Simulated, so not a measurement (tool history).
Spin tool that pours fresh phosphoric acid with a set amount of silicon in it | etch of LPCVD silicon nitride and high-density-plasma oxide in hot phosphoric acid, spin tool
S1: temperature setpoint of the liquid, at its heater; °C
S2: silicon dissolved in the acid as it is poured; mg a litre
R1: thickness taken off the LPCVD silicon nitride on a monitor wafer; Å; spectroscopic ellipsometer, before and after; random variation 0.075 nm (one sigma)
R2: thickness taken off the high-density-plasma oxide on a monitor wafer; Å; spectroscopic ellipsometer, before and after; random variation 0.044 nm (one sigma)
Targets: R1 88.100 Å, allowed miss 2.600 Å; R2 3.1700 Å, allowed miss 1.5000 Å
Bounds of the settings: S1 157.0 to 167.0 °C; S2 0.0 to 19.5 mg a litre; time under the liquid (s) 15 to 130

{"run": 1, "hour": 0.0, "S1": 162.0, "S2": 8.5, "time under the liquid (s)": 65, "R1": 52.295, "R2": 1.8909}
{"run": 2, "hour": 4.1, "S1": 162.0, "S2": 8.5, "time under the liquid (s)": 95, "R1": 76.99, "R2": 3.6774}
{"run": 3, "hour": 10.8, "S1": 162.5, "S2": 10.0, "time under the liquid (s)": 95, "R1": 76.796, "R2": 3.1073}
{"run": 4, "hour": 11.4, "S1": 163.0, "S2": 10.0, "time under the liquid (s)": 95, "R1": 78.965, "R2": 4.1835}
{"run": 5, "hour": 13.7, "S1": 162.5, "S2": 10.5, "time under the liquid (s)": 100, "R1": 80.958, "R2": 3.6873}
{"run": 6, "hour": 14.6, "S1": 162.5, "S2": 10.5, "time under the liquid (s)": 125, "R1": 102.22, "R2": 5.6992}
{"run": 7, "hour": 22.2, "S1": 162.0, "S2": 11.0, "time under the liquid (s)": 125, "R1": 102.08, "R2": 4.2401}
{"run": 8, "hour": 23.0, "S1": 162.0, "S2": 10.5, "time under the liquid (s)": 125, "R1": 99.782, "R2": 5.0884}
{"run": 9, "hour": 26.7, "S1": 161.5, "S2": 11.0, "time under the liquid (s)": 125, "R1": 98.938, "R2": 4.7957}
{"run": 10, "hour": 30.3, "S1": 161.0, "S2": 11.5, "time under the liquid (s)": 125, "R1": 98.432, "R2": 3.9925}
{"run": 11, "hour": 35.1, "S1": 160.5, "S2": 11.0, "time under the liquid (s)": 125, "R1": 94.932, "R2": 3.9523}
{"run": 12, "hour": 43.9, "S1": 160.0, "S2": 11.0, "time under the liquid (s)": 125, "R1": 92.642, "R2": 4.5422}
{"run": 13, "hour": 48.8, "S1": 160.0, "S2": 11.0, "time under the liquid (s)": 125, "R1": 93.424, "R2": 3.3221}
{"run": 14, "hour": 53.3, "S1": 160.0, "S2": 10.5, "time under the liquid (s)": 125, "R1": 93.799, "R2": 2.7828}
{"run": 15, "hour": 54.9, "S1": 160.0, "S2": 11.5, "time under the liquid (s)": 125, "R1": 95.161, "R2": 3.6613}
{"run": 16, "hour": 58.8, "S1": 160.0, "S2": 11.0, "time under the liquid (s)": 125, "R1": 93.257, "R2": 3.422}

4 next moves are on the table. One of them brings every result within its allowed miss. Which?
{"run": "A", "hour": 62.7, "S1": 159.5, "S2": 14.0, "time under the liquid (s)": 120, "R1": "?", "R2": "?"}
{"run": "B", "hour": 62.7, "S1": 159.5, "S2": 14.0, "time under the liquid (s)": 130, "R1": "?", "R2": "?"}
{"run": "C", "hour": 62.7, "S1": 159.5, "S2": 17.5, "time under the liquid (s)": 125, "R1": "?", "R2": "?"}
{"run": "D", "hour": 62.7, "S1": 158.5, "S2": 13.0, "time under the liquid (s)": 130, "R1": "?", "R2": "?"}

move=A R1=88.716 R2=2.9744
move=B R1=96.109 R2=3.2223
move=C R1=92.413 R2=2.8339
move=D R1=92.920 R2=3.0641
A: meets every target
B: further off than the last run
C: nearer than the last run, and not there yet
D: nearer than the last run, and not there yet
The right move is A.
